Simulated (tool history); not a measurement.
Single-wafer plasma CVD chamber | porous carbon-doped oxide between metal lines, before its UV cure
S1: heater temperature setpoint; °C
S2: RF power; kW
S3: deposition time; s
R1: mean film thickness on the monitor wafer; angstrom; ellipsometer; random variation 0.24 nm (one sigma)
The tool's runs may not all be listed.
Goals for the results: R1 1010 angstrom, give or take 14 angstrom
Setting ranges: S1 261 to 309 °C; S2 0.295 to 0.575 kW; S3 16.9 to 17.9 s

{"run": 1, "hour": 0.0, "S1": 285, "S2": 0.435, "S3": 17.9, "R1": 917.81}
{"run": 2, "hour": 5.4, "S1": 285, "S2": 0.435, "S3": 16.9, "R1": 870.78}
{"run": 3, "hour": 7.9, "S1": 279, "S2": 0.435, "S3": 16.9, "R1": 906.46}
{"run": 4, "hour": 8.9, "S1": 271, "S2": 0.435, "S3": 16.9, "R1": 958.34}
{"run": 5, "hour": 13.8, "S1": 271, "S2": 0.395, "S3": 16.9, "R1": 873.05}
{"run": 6, "hour": 22.3, "S1": 269, "S2": 0.405, "S3": 16.9, "R1": 907.64}
{"run": 7, "hour": 27.4, "S1": 267, "S2": 0.415, "S3": 16.9, "R1": 941.9}
{"run": 8, "hour": 31.4, "S1": 266, "S2": 0.42, "S3": 16.9, "R1": 958.88}
{"run": 9, "hour": 39.6, "S1": 265, "S2": 0.425, "S3": 16.9, "R1": 980.06}

Which single option among these 4 for the next run brings every result within its allowed miss of target? Just one does.
{"run": "A", "hour": 47.8, "S1": 263, "S2": 0.405, "S3": 17.6, "R1": "?"}
{"run": "B", "hour": 47.8, "S1": 261, "S2": 0.39, "S3": 17.3, "R1": "?"}
{"run": "C", "hour": 47.8, "S1": 276, "S2": 0.43, "S3": 17.9, "R1": "?"}
{"run": "D", "hour": 47.8, "S1": 263, "S2": 0.435, "S3": 16.9, "R1": "?"}

move=A R1=988.33
move=B R1=951.96
move=C R1=968.14
move=D R1=1015.5
A: moves toward the targets from the last run without getting all of them in spec
B: misses by more than the last run did
C: misses by more than the last run did
D: all results land within tolerance of their targets
The right move is D.
